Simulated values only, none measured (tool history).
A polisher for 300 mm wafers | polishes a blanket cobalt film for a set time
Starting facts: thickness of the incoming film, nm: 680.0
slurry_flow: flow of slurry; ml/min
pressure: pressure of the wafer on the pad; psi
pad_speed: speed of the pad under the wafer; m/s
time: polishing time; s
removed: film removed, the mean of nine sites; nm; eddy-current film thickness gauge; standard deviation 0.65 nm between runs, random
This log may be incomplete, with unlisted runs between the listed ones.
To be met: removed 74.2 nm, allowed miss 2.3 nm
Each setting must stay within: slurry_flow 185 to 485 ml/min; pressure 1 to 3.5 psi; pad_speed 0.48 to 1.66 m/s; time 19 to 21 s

run 1 day=0 | slurry_flow=310 pressure=2.2 pad_speed=1.06 time=21 | removed=124.98
run 2 day=0.312 | slurry_flow=310 pressure=1.9 pad_speed=1.06 time=21 | removed=112.13
run 3 day=0.421 | slurry_flow=310 pressure=1.7 pad_speed=1.04 time=21 | removed=98.34
run 4 day=0.579 | slurry_flow=310 pressure=1.5 pad_speed=1.04 time=21 | removed=86.497
run 5 day=0.867 | slurry_flow=310 pressure=1.9 pad_speed=1.04 time=21 | removed=109.5
run 6 day=1.138 | slurry_flow=310 pressure=1.9 pad_speed=1.04 time=19 | removed=96.99
run 7 day=1.208 | slurry_flow=310 pressure=1.8 pad_speed=1.04 time=19 | removed=92.623
run 8 day=1.329 | slurry_flow=310 pressure=1.7 pad_speed=1.04 time=19 | removed=87.465
-- day=1.546 slurry nozzle cleaned
run 9 day=1.546 | slurry_flow=310 pressure=1.6 pad_speed=1.04 time=19 | removed=85.59
run 10 day=1.729 | slurry_flow=310 pressure=1.5 pad_speed=1.04 time=19 | removed=80.534
run 11 day=1.988 | slurry_flow=310 pressure=1.3 pad_speed=1.04 time=19 | removed=70.565

Of the 5 settings listed for the next run, only one would bring every result within its allowed miss of target. Which one?
run A day=2.246 | slurry_flow=280 pressure=1.3 pad_speed=0.96 time=19 | removed=?
run B day=2.246 | slurry_flow=345 pressure=1.3 pad_speed=0.98 time=21 | removed=?
run C day=2.246 | slurry_flow=250 pressure=1.2 pad_speed=1.12 time=19 | removed=?
run D day=2.246 | slurry_flow=375 pressure=1.6 pad_speed=0.86 time=21 | removed=?
run E day=2.246 | slurry_flow=380 pressure=1.4 pad_speed=0.98 time=21 | removed=?

move=A removed=64.496
move=B removed=74.189
move=C removed=68.514
move=D removed=80.28
move=E removed=80.232
A: its largest miss is bigger than the last run's
B: in spec on every target
C: its largest miss is bigger than the last run's
D: takes the result that was furthest off past its target
E: takes the result that was furthest off past its target
The right move is B.
